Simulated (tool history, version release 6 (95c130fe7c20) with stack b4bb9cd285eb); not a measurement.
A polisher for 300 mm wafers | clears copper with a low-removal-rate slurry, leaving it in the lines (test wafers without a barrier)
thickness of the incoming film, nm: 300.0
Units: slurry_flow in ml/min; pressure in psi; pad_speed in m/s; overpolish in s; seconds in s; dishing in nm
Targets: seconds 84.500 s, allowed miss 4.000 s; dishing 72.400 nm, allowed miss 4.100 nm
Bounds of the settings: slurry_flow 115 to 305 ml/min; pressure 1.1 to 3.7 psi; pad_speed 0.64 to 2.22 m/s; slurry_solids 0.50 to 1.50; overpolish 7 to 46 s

run,hour,slurry_flow,pressure,pad_speed,slurry_solids,overpolish,seconds,dishing
1,0.0,195,2.4,1.42,1.00,24,100.820,43.982
2,6.6,195,2.8,1.42,1.00,24,87.882,49.970
3,9.4,240,2.8,1.42,1.00,24,85.946,50.181
4,13.6,240,2.8,1.42,1.00,34,85.425,62.528
5,18.2,240,2.8,1.42,1.00,36,85.348,67.231
6,20.6,240,3.3,1.42,1.00,36,74.266,74.011
7,26.2,240,3.2,1.42,1.00,37,76.095,73.667
8,29.9,240,3.2,1.42,1.00,37,74.728,76.815
9,36.9,240,3.1,1.42,1.00,37,77.598,73.385
10,42.8,240,3.0,1.42,1.00,38,79.365,73.121

Which of these 4 next moves meets every target?
A,48.7,245,3.6,1.38,0.65,33,?,?
B,48.7,220,2.8,1.44,1.15,41,?,?
C,48.7,190,3.2,1.54,0.95,35,?,?
D,48.7,250,3.1,1.30,0.95,34,?,?

move,seconds,dishing
A,72.550,71.801
B,81.975,74.375
C,72.000,74.070
D,82.388,66.678
A: further off than the last run
B: meets every target
C: further off than the last run
D: brings the result that was furthest off to its target, and leaves another outside
Move B is the one to make.
